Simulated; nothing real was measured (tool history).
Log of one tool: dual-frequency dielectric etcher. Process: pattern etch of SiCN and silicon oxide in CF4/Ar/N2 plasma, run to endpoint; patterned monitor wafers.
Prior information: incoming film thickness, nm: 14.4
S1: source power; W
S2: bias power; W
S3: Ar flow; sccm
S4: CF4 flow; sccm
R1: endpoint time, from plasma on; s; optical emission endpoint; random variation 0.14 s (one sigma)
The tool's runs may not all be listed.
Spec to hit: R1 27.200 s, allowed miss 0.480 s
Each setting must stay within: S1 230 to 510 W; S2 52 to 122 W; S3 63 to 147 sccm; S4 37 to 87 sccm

run,hour,S1,S2,S3,S4,R1
1,0.0,370,87,105,62,20.324
2,2.7,370,87,105,54,20.762
3,5.4,320,87,105,54,24.228
4,7.0,360,87,105,54,21.387
5,13.8,360,87,105,65,20.642
6,14.9,360,78,105,65,21.346
7,18.8,350,78,105,65,22.196
8,21.6,340,78,105,65,22.861
# hour 24.3: CF4 flow controller replaced
9,24.3,270,77,105,65,30.473
10,30.3,290,77,105,65,27.686
11,34.9,290,77,105,65,27.736

4 candidate next runs follow, results not yet known. Just one meets every target within its allowed miss. Identify it.
A,39.5,310,54,96,68,?
B,39.5,300,67,117,66,?
C,39.5,300,63,103,67,?
D,39.5,290,83,114,72,?

move,R1
A,28.290
B,28.348
C,28.391
D,27.104
A: further off than the last run
B: further off than the last run
C: further off than the last run
D: hits every target within its allowed miss
Move D is the one to make.

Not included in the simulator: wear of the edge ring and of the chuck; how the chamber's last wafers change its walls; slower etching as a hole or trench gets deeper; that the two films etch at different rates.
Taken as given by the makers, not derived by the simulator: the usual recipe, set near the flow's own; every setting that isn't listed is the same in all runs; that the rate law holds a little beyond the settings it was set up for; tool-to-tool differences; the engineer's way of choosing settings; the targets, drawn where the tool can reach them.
